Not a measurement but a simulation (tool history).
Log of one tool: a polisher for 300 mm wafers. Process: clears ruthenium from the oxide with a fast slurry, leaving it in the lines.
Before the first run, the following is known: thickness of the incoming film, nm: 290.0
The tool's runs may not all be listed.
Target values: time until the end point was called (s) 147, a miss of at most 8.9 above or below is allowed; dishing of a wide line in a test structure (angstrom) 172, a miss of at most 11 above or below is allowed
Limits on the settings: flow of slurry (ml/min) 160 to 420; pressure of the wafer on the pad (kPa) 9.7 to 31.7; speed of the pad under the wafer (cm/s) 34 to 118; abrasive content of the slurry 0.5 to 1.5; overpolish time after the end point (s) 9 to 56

| run | hour | flow of slurry (ml/min) | pressure of the wafer on the pad (kPa) | speed of the pad under the wafer (cm/s) | abrasive content of the slurry | overpolish time after the end point (s) | time until the end point was called (s) | dishing of a wide line in a test structure (angstrom) |
|---|---|---|---|---|---|---|---|---|
| 1 | 0 | 270 | 20.7 | 76 | 1 | 29 | 88.961 | 727.53 |
| 2 | 3.5 | 270 | 20.7 | 84 | 1 | 29 | 84.219 | 780.28 |
| 3 | 10.2 | 270 | 20 | 76 | 1 | 26 | 92.862 | 655.4 |
| 4 | 12.4 | 270 | 19.3 | 70 | 1 | 23 | 103.13 | 565.19 |
| 5 | 14.3 | 330 | 19.3 | 70 | 1 | 23 | 104.44 | 568.01 |
| 6 | 16.9 | 305 | 19.3 | 64 | 0.95 | 21 | 107.48 | 489.57 |
| 7 | 20.9 | 285 | 19.3 | 60 | 0.9 | 19 | 114.54 | 445.13 |
| 8 | 24.3 | 265 | 19.3 | 56 | 0.85 | 17 | 123.73 | 369.64 |
| 9 | 28.5 | 250 | 20 | 52 | 0.8 | 16 | 127.25 | 342.76 |
|  | 33.2 | worn pad replaced by a new one |
| 10 | 33.2 | 235 | 20 | 50 | 0.75 | 15 | 124.27 | 312.49 |
| 11 | 41.6 | 225 | 20 | 48 | 0.7 | 14 | 135.9 | 275.07 |
| 12 | 47.9 | 215 | 20 | 46 | 0.65 | 13 | 139.29 | 252.08 |
| 13 | 48.8 | 205 | 20 | 44 | 0.65 | 12 | 149.45 | 233.93 |
| 14 | 52.1 | 280 | 14.5 | 46 | 0.55 | 9 | 196.73 | 130.54 |
| 15 | 53.5 | 290 | 15.2 | 48 | 0.55 | 9 | 184.72 | 137.97 |
| 16 | 62.3 | 290 | 15.9 | 48 | 0.55 | 9 | 173.76 | 137.94 |
| 17 | 65.6 | 285 | 16.5 | 48 | 0.55 | 9 | 168.61 | 147.36 |
| 18 | 71.2 | 285 | 16.5 | 48 | 0.55 | 9 | 172.57 | 155.47 |
| 19 | 77.6 | 290 | 16.5 | 50 | 0.55 | 9 | 164.72 | 150.1 |

Consider the 5 candidate settings below. Which is the only one whose results all fall within their allowed miss of target?
| A | 84 | 295 | 17.2 | 82 | 0.55 | 9 | ? | ? |
| B | 84 | 335 | 13.1 | 36 | 0.75 | 12 | ? | ? |
| C | 84 | 260 | 16.5 | 54 | 0.5 | 9 | ? | ? |
| D | 84 | 300 | 17.2 | 40 | 0.6 | 9 | ? | ? |
| E | 84 | 340 | 16.5 | 68 | 0.5 | 9 | ? | ? |

| move | time until the end point was called (s) | dishing of a wide line in a test structure (angstrom) |
|---|---|---|
| A | 122.1 | 206.25 |
| B | 213.03 | 159.85 |
| C | 169.72 | 150.88 |
| D | 172.65 | 148.43 |
| E | 145.7 | 174.52 |
A: moves the result that the last run missed by most past its target, out the other side
B: the biggest miss grows against the last run
C: the biggest miss grows against the last run
D: the biggest miss grows against the last run
E: each result inside its tolerance
The move that meets every target is E.
